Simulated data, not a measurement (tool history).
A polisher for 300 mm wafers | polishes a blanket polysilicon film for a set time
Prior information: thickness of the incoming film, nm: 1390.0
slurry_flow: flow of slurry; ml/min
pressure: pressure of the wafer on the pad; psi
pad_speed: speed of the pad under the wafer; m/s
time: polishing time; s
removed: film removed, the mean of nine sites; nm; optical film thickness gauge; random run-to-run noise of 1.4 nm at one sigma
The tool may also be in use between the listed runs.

run	hour	slurry_flow	pressure	pad_speed	time	removed
1	0.0	260	3.2	1.12	30	288.28
2	9.0	255	2.7	1.12	30	247.20
3	11.7	255	2.7	0.96	30	214.77
4	14.1	255	2.5	0.96	30	199.40
5	22.1	255	2.4	0.96	30	193.55
6	24.7	255	2.8	0.96	30	218.58

Predict the results of run 7:
7	26.6	250	2.6	0.96	30	?

{"run 7": {"removed": 205.82}}
